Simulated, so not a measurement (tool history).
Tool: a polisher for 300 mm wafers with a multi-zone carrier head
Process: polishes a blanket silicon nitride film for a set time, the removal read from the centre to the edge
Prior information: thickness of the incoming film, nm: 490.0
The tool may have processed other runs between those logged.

run,hour,flow of slurry (ml/min),pressure of the head's centre zone,pressure of the head's middle zone,pressure of the head's edge zone,polishing time (s),film removed at the wafer's centre (angstrom),film removed at mid-radius (angstrom),film removed at the wafer's edge (angstrom)
1,0,235,1,1,1,39,1162.7,1171.4,1139.5
2,0.6,235,1,1,1,36,1079.6,1060.4,1042.6
3,2.1,235,1,1,1,42,1222.6,1278.8,1224.8
4,9.4,235,1.08,1,1,42,1352,1260.9,1226.9
5,13.8,235,1.08,1.07,1,42,1382.3,1365.3,1229.9
6,16.4,235,1.08,1.08,0.98,39,1259.6,1275.2,1154.2
7,24.7,260,1.1,1.1,0.97,36,1179.1,1216.5,1030.5
8,32.8,265,1.11,1.09,0.95,35,1177.5,1160.8,1019.6
9,34.3,275,1.12,1.1,0.93,33,1106.4,1083,938.07
10,36.7,280,1.13,1.11,0.91,32,1079.5,1070.7,902.96
11,38.1,285,1.14,1.11,0.9,31,1072.1,1056.4,879.37
# hour 41.3: slurry nozzle cleaned
12,41.3,285,1.15,1.11,0.89,30,1098.2,1046.9,868.66

Predict the results of run 13:
13,44.1,285,1.15,1.11,0.88,29,?,?,?

film removed at the wafer's centre (angstrom): 1048.8
film removed at mid-radius (angstrom): 1010.6
film removed at the wafer's edge (angstrom): 825.73
